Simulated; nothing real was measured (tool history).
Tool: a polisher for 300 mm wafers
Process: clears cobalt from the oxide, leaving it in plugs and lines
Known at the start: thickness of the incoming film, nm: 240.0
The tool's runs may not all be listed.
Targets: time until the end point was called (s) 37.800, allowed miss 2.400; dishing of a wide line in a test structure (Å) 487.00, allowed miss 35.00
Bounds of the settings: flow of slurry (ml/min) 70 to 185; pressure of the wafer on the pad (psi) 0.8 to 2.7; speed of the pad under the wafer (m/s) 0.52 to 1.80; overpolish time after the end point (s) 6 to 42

run,hour,flow of slurry (ml/min),pressure of the wafer on the pad (psi),speed of the pad under the wafer (m/s),overpolish time after the end point (s),time until the end point was called (s),dishing of a wide line in a test structure (Å)
1,0.0,120,1.7,1.16,21,52.073,474.18
2,6.4,120,1.8,1.16,20,48.739,463.14
3,9.7,120,1.8,1.34,20,43.154,498.43
4,11.1,120,1.8,1.34,19,43.704,488.11
5,19.6,120,1.8,1.34,13,41.755,436.65
6,28.1,120,1.8,1.34,14,43.735,439.54
7,34.1,120,1.8,1.34,15,42.146,454.03
8,39.5,120,1.9,1.36,16,41.190,484.70

4 next moves are on the table. One of them brings every result within its allowed miss. Which?
A,44.9,120,1.9,1.24,13,?,?
B,44.9,125,1.5,1.78,18,?,?
C,44.9,90,2.4,1.62,16,?,?
D,44.9,115,2.0,1.24,19,?,?

move,time until the end point was called (s),dishing of a wide line in a test structure (Å)
A,44.390,417.36
B,36.830,497.65
C,30.812,503.58
D,43.109,484.92
A: further off than the last run
B: meets every target
C: takes the result that was furthest off past its target
D: further off than the last run
The right move is B.
